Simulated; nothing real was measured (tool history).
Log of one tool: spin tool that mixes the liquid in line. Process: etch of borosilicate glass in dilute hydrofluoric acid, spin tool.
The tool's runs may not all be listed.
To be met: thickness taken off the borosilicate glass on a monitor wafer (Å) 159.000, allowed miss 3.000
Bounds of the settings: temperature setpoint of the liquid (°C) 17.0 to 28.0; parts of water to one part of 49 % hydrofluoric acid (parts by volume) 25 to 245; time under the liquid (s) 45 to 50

run	day	temperature setpoint of the liquid (°C)	parts of water to one part of 49 % hydrofluoric acid (parts by volume)	time under the liquid (s)	thickness taken off the borosilicate glass on a monitor wafer (Å)
1	0.000	20.0	135	45	85.471
2	0.304	20.0	135	50	95.144
3	0.471	22.0	130	50	107.790
4	0.575	23.5	125	50	119.950
5	0.812	23.5	80	50	200.260
6	1.138	21.5	80	50	182.990
7	1.175	20.5	80	50	173.580
8	1.471	20.0	80	50	171.010
9	1.721	20.0	80	50	170.920

Which of these 5 next moves meets every target?
A	1.971	22.5	85	45	?
B	1.971	21.0	75	50	?
C	1.971	21.5	95	50	?
D	1.971	19.0	70	50	?
E	1.971	22.0	80	45	?

move	thickness taken off the borosilicate glass on a monitor wafer (Å)
A	160.870
B	192.460
C	151.720
D	190.430
E	168.380
A: meets every target
B: further off than the last run
C: takes the result that was furthest off past its target
D: further off than the last run
E: nearer than the last run, and not there yet
The right move is A.
